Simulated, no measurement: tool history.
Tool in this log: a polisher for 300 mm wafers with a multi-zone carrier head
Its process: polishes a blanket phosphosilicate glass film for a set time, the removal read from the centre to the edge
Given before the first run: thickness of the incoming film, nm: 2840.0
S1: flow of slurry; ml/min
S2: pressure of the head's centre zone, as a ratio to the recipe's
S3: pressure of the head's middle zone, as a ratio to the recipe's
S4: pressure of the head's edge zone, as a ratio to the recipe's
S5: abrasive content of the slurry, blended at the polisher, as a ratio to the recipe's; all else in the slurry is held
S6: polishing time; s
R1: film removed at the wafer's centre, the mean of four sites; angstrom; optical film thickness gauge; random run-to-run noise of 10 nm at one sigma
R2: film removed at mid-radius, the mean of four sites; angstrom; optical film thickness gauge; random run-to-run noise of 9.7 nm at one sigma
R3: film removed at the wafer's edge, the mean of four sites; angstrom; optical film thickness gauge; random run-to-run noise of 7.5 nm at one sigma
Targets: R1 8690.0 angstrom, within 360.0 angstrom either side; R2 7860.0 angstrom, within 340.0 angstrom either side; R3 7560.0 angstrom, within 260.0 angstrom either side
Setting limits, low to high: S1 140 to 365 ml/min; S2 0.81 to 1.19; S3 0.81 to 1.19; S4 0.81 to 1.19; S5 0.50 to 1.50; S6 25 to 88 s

run	hour	S1	S2	S3	S4	S5	S6	R1	R2	R3
1	0.0	235	1.00	1.00	1.00	1.00	56	6938.9	6923.0	6745.5
2	1.9	185	1.00	1.00	1.00	1.00	56	6524.3	6378.1	6719.0
3	9.6	205	1.02	1.00	1.02	1.00	56	6953.8	6498.4	6815.1
4	18.5	220	1.03	1.01	1.03	1.00	56	6944.8	6859.9	6788.5
5	24.1	220	1.03	1.01	1.03	0.90	56	6620.6	6453.3	6429.0
6	31.9	220	1.03	1.07	1.03	0.90	56	6636.1	6878.9	6438.7
7	35.1	220	1.03	1.07	1.03	0.90	56	6583.2	6727.8	6525.1
8	38.5	220	1.03	1.07	1.03	0.90	56	6573.3	6806.6	6552.5
9	41.5	225	1.05	1.07	1.04	0.95	56	6915.6	6829.8	6634.4
10	49.4	235	1.06	1.07	1.05	1.00	56	7293.8	7164.6	7077.7
11	51.5	245	1.08	1.07	1.05	1.00	56	7417.7	7044.2	6787.5

Which one of the following 4 next-run settings gets every result inside its allowed miss? There is exactly one.
A	53.6	140	1.02	0.89	1.13	1.20	61	?	?	?
B	53.6	260	1.08	0.99	0.90	1.00	66	?	?	?
C	53.6	225	0.91	1.12	1.13	1.00	55	?	?	?
D	53.6	245	1.17	0.99	1.17	0.95	60	?	?	?

move	R1	R2	R3
A	7693.1	6649.8	8011.1
B	8951.4	7905.0	7629.5
C	6174.4	7206.8	7004.3
D	8565.7	6977.3	7674.9
A: neither nearer nor further off than the last run
B: all results land within tolerance of their targets
C: lands further from the targets than the last run did
D: the furthest-off result lands on target, but another misses its tolerance
B is the move that brings every result within its allowed miss.
